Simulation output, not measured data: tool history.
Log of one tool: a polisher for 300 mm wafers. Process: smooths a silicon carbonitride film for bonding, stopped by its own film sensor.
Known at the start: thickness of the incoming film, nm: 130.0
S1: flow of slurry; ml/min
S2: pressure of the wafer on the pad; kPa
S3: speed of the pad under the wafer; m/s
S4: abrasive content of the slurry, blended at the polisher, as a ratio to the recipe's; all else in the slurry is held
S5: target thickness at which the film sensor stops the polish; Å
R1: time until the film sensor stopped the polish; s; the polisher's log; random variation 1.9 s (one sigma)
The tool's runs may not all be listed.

Run 1, day 0.000: S1 220 ml/min, S2 13.8 kPa, S3 0.70 m/s, S4 1.00, S5 1190 Å. Result: R1 77.443 s.
Run 2, day 0.138: S1 220 ml/min, S2 16.5 kPa, S3 0.70 m/s, S4 1.00, S5 1190 Å. Result: R1 68.396 s.
Run 3, day 0.338: S1 220 ml/min, S2 16.5 kPa, S3 0.70 m/s, S4 1.20, S5 1190 Å. Result: R1 61.436 s.
Run 4, day 0.475: S1 220 ml/min, S2 16.5 kPa, S3 0.70 m/s, S4 1.35, S5 1190 Å. Result: R1 58.469 s.
Run 5, day 0.567: S1 180 ml/min, S2 16.5 kPa, S3 0.70 m/s, S4 1.35, S5 1190 Å. Result: R1 59.896 s.
Run 6, day 0.888: S1 180 ml/min, S2 15.2 kPa, S3 0.70 m/s, S4 1.35, S5 1190 Å. Result: R1 65.600 s.
Run 7, day 0.962: S1 180 ml/min, S2 14.5 kPa, S3 0.70 m/s, S4 1.35, S5 1190 Å. Result: R1 67.791 s.

The next listed run, before its measurement:
Run 8, day 1.254: S1 180 ml/min, S2 13.8 kPa, S3 0.70 m/s, S4 1.35, S5 1190 Å. Result: R1 ?.

{"run 8": {"R1": 69.992}}
